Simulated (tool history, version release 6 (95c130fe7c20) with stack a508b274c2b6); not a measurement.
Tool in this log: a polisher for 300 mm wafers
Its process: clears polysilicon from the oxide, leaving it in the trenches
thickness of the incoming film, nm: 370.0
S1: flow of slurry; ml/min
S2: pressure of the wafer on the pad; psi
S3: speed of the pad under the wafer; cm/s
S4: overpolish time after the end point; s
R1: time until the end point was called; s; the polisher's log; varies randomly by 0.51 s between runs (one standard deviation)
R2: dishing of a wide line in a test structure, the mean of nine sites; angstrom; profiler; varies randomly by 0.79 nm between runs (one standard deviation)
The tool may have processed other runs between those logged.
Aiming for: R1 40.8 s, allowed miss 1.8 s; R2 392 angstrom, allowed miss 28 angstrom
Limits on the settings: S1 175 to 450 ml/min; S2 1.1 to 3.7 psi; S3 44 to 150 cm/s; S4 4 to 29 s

run    day   S1   S2  S3  S4      R1      R2
  1      0  290  2.4  96  15  27.349  397.08
  2  0.238  290  2.4  96  18  26.608  422.76
  3  0.404  290  2.9  96  18  22.606  408.96
  4  0.562  290  2.5  94  16  26.647  420.16
  5  0.683  280  2.2  94  12  29.449  373.69
  6  0.721  280    2  94  13  32.771   381.4
  7  1.092  280  1.9  94  14  34.226  383.81
  8  1.275  280  1.8  94  15   35.87  393.18
  9  1.488  280  1.7  94  15  37.848  386.81

Which single option among these 4 for the next run brings every result within its allowed miss of target? Just one does.
  A  1.7  245  2.4  70  11   ?   ?
  B  1.7  270    2  88  13   ?   ?
  C  1.7  245  2.4  76   9   ?   ?
  D  1.7  315  1.5  98  18   ?   ?

move      R1      R2
   A  36.312  367.32
   B  35.145  383.86
   C  33.866  353.83
   D  41.373  393.64
A: its largest miss is bigger than the last run's
B: its largest miss is bigger than the last run's
C: its largest miss is bigger than the last run's
D: every result lands within tolerance
Move D is the one to make.
